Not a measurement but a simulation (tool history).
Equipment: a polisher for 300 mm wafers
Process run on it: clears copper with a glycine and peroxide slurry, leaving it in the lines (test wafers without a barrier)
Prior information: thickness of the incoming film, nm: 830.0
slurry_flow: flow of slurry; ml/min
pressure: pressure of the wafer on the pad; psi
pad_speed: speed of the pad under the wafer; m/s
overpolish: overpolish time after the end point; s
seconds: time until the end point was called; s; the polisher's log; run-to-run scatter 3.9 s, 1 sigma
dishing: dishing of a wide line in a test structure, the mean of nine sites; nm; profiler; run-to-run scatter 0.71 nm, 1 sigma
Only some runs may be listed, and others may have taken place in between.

run,day,slurry_flow,pressure,pad_speed,overpolish,seconds,dishing
1,0,160,3.4,0.76,17,154.29,68.213
2,0.117,160,3.3,0.76,16,156.23,63.957
3,0.342,160,2.5,0.76,16,184.51,55.488
4,0.383,140,2.5,0.76,16,183.92,54.315
5,0.725,140,2.5,0.76,19,191.9,64.84
6,0.871,140,2.5,0.76,18,186.66,60.879
7,1.05,140,2.5,0.76,17,185.45,59.395
8,1.208,140,2.5,0.76,16,184.55,53.642

Run 9 has not been measured yet. What should we expect?
9,1.425,145,2.1,0.76,8,?,?

{"run 9": {"seconds": 202.72, "dishing": 29.288}}
